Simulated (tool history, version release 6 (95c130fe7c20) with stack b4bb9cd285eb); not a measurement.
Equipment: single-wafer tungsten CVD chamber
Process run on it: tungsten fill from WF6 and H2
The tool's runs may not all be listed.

run,hour,heater temperature setpoint (deg C),chamber pressure (mTorr),deposition time (s),mean film thickness on the monitor wafer (nm)
1,0,385,50300,37.4,106.5
2,5.2,390,50700,37.4,119.44
3,9.1,393,50900,37.4,127.56
4,13.2,389,50900,37.4,117.5
5,19.6,389,56500,37.4,124.32
6,21.7,389,63900,37.4,133.03
7,28.3,391,64000,37.4,139.16

What will run 8 give?
8,29.7,392,64100,37.4,?

{"run 8": {"mean film thickness on the monitor wafer (nm)": 142.32}}
